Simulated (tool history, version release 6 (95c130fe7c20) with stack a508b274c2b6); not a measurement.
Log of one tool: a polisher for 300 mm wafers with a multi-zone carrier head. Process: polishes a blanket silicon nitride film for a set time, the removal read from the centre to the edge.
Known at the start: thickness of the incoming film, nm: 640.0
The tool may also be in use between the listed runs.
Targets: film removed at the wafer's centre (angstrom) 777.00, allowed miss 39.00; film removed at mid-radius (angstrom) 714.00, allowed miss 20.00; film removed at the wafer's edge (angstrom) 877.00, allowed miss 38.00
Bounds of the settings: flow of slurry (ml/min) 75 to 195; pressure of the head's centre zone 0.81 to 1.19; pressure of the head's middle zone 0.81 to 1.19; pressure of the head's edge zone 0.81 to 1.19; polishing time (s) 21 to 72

run,hour,flow of slurry (ml/min),pressure of the head's centre zone,pressure of the head's middle zone,pressure of the head's edge zone,polishing time (s),film removed at the wafer's centre (angstrom),film removed at mid-radius (angstrom),film removed at the wafer's edge (angstrom)
1,0.0,125,1.00,1.00,1.00,46,998.41,969.26,1049.60
2,2.6,115,0.98,0.96,0.98,45,911.67,899.19,983.92
3,6.3,100,0.98,0.96,0.98,45,829.58,832.01,955.47
4,12.2,95,1.00,0.94,0.97,45,845.20,793.83,908.67
5,18.0,90,1.00,0.93,0.98,45,804.09,760.98,887.71
6,20.9,90,1.00,0.93,0.98,35,634.65,600.33,720.17
# hour 29.0: slurry nozzle cleaned
7,29.0,100,1.00,0.93,1.01,35,824.10,756.71,844.54
8,34.1,95,0.98,0.90,1.01,36,819.49,751.15,840.42
9,35.7,80,0.95,0.86,1.11,36,746.97,665.30,848.27

Which of these 4 next moves meets every target?
A,37.3,105,0.92,0.86,1.09,35,?,?,?
B,37.3,100,0.87,0.85,1.18,33,?,?,?
C,37.3,90,1.02,0.85,1.16,32,?,?,?
D,37.3,85,0.94,0.86,1.13,34,?,?,?

move,film removed at the wafer's centre (angstrom),film removed at mid-radius (angstrom),film removed at the wafer's edge (angstrom)
A,789.06,721.16,886.54
B,699.17,663.33,861.85
C,738.84,620.10,808.76
D,716.53,651.31,835.87
A: meets every target
B: as far off as the last run
C: further off than the last run
D: further off than the last run
The right move is A.
